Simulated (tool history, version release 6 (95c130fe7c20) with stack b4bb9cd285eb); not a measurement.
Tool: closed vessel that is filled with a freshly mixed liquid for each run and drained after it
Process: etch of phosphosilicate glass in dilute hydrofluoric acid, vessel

run,hour,temperature setpoint of the liquid (C),parts of water to one part of 49 % hydrofluoric acid (parts by volume),time in the liquid (s),thickness taken off the phosphosilicate glass on a monitor wafer (nm)
1,0.0,25.0,155,30,27.827
2,3.6,24.0,160,30,25.917
3,7.7,24.0,160,30,25.322
4,16.2,24.0,160,30,25.673
5,17.6,24.0,160,30,25.759
6,24.7,24.0,160,30,25.783
7,25.4,23.0,160,30,24.125
8,34.1,22.5,160,30,24.298
9,42.2,22.0,160,30,23.607

Run 10 is up next; what results do you expect?
10,45.2,21.5,160,30,?

thickness taken off the phosphosilicate glass on a monitor wafer (nm): 23.226
